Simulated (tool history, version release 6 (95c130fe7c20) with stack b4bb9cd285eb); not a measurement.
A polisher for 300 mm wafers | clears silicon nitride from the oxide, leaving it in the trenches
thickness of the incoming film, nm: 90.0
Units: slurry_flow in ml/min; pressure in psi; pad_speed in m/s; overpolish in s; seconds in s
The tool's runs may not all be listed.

run 1 hour=0 | slurry_flow=245 pressure=3.1 pad_speed=1.1 overpolish=8 | seconds=93.489
run 2 hour=6.7 | slurry_flow=245 pressure=3.3 pad_speed=1.1 overpolish=8 | seconds=87.893
run 3 hour=11.9 | slurry_flow=245 pressure=3.5 pad_speed=1.1 overpolish=8 | seconds=82.33
run 4 hour=16.3 | slurry_flow=245 pressure=3.7 pad_speed=1.1 overpolish=8 | seconds=77.366
run 5 hour=22.2 | slurry_flow=245 pressure=3.7 pad_speed=0.88 overpolish=8 | seconds=89.997
run 6 hour=25.2 | slurry_flow=245 pressure=3.7 pad_speed=1.08 overpolish=8 | seconds=78.089
run 7 hour=29.2 | slurry_flow=245 pressure=3.8 pad_speed=1.08 overpolish=8 | seconds=77.66
run 8 hour=35.3 | slurry_flow=245 pressure=4 pad_speed=1.1 overpolish=8 | seconds=72.08
run 9 hour=39.7 | slurry_flow=245 pressure=4.1 pad_speed=1.1 overpolish=8 | seconds=71.31
run 10 hour=40.8 | slurry_flow=245 pressure=4.2 pad_speed=1.12 overpolish=8 | seconds=67.989

Forecast run 11:
run 11 hour=43.7 | slurry_flow=245 pressure=4.3 pad_speed=1.12 overpolish=8 | seconds=?

seconds: 66.332 s
